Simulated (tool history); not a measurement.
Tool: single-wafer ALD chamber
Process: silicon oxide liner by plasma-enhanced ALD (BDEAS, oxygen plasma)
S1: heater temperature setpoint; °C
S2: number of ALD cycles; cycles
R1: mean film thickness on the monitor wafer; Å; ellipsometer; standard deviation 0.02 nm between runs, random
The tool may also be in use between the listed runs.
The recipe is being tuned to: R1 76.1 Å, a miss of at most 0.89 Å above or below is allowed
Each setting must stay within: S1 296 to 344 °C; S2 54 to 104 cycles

run  hour   S1  S2      R1
  1     0  320  79  72.575
  2   3.4  316  79  72.683
  3     7  316  80  73.755
  4    14  316  70  64.475
  5  19.2  316  73  67.483
  6  25.4  315  75   69.24
  7  26.2  314  77  71.316
  8  27.1  312  78  72.502
  9  36.1  310  79  73.397

Pick the move, out of 5, that brings all results within their allowed miss; only one does.
  A  45.1  307  75   ?
  B  45.1  305  81   ?
  C  45.1  312  74   ?
  D  45.1  306  75   ?
  E  45.1  313  77   ?

move      R1
   A    70.4
   B  76.277
   C  68.904
   D  70.513
   E  71.582
A: lands further from the targets than the last run did
B: all results land within tolerance of their targets
C: lands further from the targets than the last run did
D: lands further from the targets than the last run did
E: lands further from the targets than the last run did
The right move is B.
